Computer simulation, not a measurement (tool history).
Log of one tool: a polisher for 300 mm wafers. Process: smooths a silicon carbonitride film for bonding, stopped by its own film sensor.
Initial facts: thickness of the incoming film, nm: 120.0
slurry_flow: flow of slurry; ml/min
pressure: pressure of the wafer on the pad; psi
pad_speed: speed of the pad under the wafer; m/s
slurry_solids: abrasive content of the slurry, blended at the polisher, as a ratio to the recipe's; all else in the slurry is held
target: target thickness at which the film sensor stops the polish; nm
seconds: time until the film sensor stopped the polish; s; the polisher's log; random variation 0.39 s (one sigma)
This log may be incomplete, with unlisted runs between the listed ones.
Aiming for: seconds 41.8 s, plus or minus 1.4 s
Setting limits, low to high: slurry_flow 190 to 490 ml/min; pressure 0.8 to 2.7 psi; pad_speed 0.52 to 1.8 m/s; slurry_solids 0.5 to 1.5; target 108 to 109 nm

run  hour  slurry_flow  pressure  pad_speed  slurry_solids  target  seconds
  1     0          315       1.7       1.16              1     108    51.04
  2   1.1          315       1.7       1.16           0.85     108   56.818
  3   4.7          315       1.7       1.16           0.85     108   57.545
  4  12.5          315       1.7       1.16           0.85     108   58.225
  5  20.6          315       1.7       1.16           0.95     108   53.522
  6  27.7          315       1.8       1.16           0.95     108   51.642
  7  34.4          315       1.9       1.16           0.95     108   50.229
  8  39.8          315         2       1.16           0.95     108   46.883
  9    48          315       2.1       1.16           0.95     108   45.486
 10  52.3          315       2.2       1.16           0.95     108   43.431

Below are 4 possible settings for the next run. Only one of them brings all results inside the allowed miss of their targets. Which is it?
  A  56.6          335       2.1       1.16           0.95     108        ?
  B  56.6          315       2.4       0.86            1.1     109        ?
  C  56.6          320       2.2       1.06           0.95     108        ?
  D  56.6          330       2.1        1.1           0.95     108        ?

move  seconds
   A   45.088
   B   41.995
   C   46.308
   D   46.753
A: its largest miss is bigger than the last run's
B: each result inside its tolerance
C: its largest miss is bigger than the last run's
D: its largest miss is bigger than the last run's
The right move is B.
